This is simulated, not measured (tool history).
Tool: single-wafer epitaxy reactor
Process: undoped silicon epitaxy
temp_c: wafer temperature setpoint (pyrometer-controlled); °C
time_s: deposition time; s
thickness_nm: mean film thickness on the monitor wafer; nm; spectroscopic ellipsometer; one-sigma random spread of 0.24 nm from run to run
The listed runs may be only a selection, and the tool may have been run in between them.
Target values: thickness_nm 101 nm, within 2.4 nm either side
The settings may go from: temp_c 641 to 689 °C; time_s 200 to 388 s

Run 1, day 0: temp_c 665 °C, time_s 294 s. Result: thickness_nm 67.554 nm.
Run 2, day 0.075: temp_c 670 °C, time_s 295 s. Result: thickness_nm 74.028 nm.
Run 3, day 0.175: temp_c 670 °C, time_s 258 s. Result: thickness_nm 64.701 nm.
Run 4, day 0.458: temp_c 675 °C, time_s 265 s. Result: thickness_nm 72.655 nm.
Run 5, day 0.792: temp_c 679 °C, time_s 271 s. Result: thickness_nm 80.045 nm.
Run 6, day 0.979: temp_c 682 °C, time_s 275 s. Result: thickness_nm 85.98 nm.
Run 7, day 1.071: temp_c 684 °C, time_s 278 s. Result: thickness_nm 89.71 nm.
Run 8, day 1.308: temp_c 685 °C, time_s 280 s. Result: thickness_nm 91.996 nm.
Run 9, day 1.533: temp_c 686 °C, time_s 282 s. Result: thickness_nm 94.298 nm.
Run 10, day 1.708: temp_c 687 °C, time_s 283 s. Result: thickness_nm 96.884 nm.
Run 11, day 1.746: temp_c 688 °C, time_s 283 s. Result: thickness_nm 98.371 nm.

Consider the 4 candidate settings below. Which is the only one whose results all fall within their allowed miss of target?
Run A, day 1.783: temp_c 684 °C, time_s 311 s. Result: thickness_nm ?.
Run B, day 1.783: temp_c 688 °C, time_s 310 s. Result: thickness_nm ?.
Run C, day 1.783: temp_c 689 °C, time_s 297 s. Result: thickness_nm ?.
Run D, day 1.783: temp_c 689 °C, time_s 298 s. Result: thickness_nm ?.

move  thickness_nm
   A        100.35
   B        107.43
   C        104.77
   D        105.13
A: meets every target
B: the result that was furthest off in the last run now lies on the other side of its target
C: the result that was furthest off in the last run now lies on the other side of its target
D: the result that was furthest off in the last run now lies on the other side of its target
The right move is A.
